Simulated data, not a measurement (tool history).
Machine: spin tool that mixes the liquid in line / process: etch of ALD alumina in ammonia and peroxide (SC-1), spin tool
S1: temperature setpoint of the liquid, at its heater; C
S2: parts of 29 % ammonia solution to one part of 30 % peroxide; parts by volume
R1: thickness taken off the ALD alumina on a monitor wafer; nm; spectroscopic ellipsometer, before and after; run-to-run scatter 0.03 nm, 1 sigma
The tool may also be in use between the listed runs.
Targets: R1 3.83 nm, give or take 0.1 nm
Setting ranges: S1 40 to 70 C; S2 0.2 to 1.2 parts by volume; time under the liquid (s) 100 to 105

{"run": 1, "hour": 0.0, "S1": 56, "S2": 0.9, "time under the liquid (s)": 100, "R1": 6.4526}
{"run": 2, "hour": 7.7, "S1": 56, "S2": 0.9, "time under the liquid (s)": 105, "R1": 6.7723}
{"run": 3, "hour": 14.9, "S1": 56, "S2": 1.1, "time under the liquid (s)": 105, "R1": 6.8692}
{"run": 4, "hour": 20.6, "S1": 56, "S2": 0.95, "time under the liquid (s)": 105, "R1": 6.7212}
{"run": 5, "hour": 26.1, "S1": 49, "S2": 0.95, "time under the liquid (s)": 105, "R1": 4.7239}
{"run": 6, "hour": 31.2, "S1": 49, "S2": 1.1, "time under the liquid (s)": 105, "R1": 4.7653}
{"run": 7, "hour": 37.8, "S1": 48.5, "S2": 1.1, "time under the liquid (s)": 105, "R1": 4.6138}
{"run": 8, "hour": 44.0, "S1": 44.5, "S2": 1.1, "time under the liquid (s)": 105, "R1": 3.6623}

Exactly one of the 5 candidate moves below puts every result within its allowed miss. Which one?
{"run": "A", "hour": 50.2, "S1": 46, "S2": 1.1, "time under the liquid (s)": 100, "R1": "?"}
{"run": "B", "hour": 50.2, "S1": 45, "S2": 0.45, "time under the liquid (s)": 105, "R1": "?"}
{"run": "C", "hour": 50.2, "S1": 43.5, "S2": 1.05, "time under the liquid (s)": 105, "R1": "?"}
{"run": "D", "hour": 50.2, "S1": 44.5, "S2": 0.85, "time under the liquid (s)": 100, "R1": "?"}
{"run": "E", "hour": 50.2, "S1": 45, "S2": 1.2, "time under the liquid (s)": 100, "R1": "?"}

move=A R1=3.7533
move=B R1=3.4198
move=C R1=3.4023
move=D R1=3.3629
move=E R1=3.5759
A: in spec on every target
B: its largest miss is bigger than the last run's
C: its largest miss is bigger than the last run's
D: its largest miss is bigger than the last run's
E: its largest miss is bigger than the last run's
Answer: A
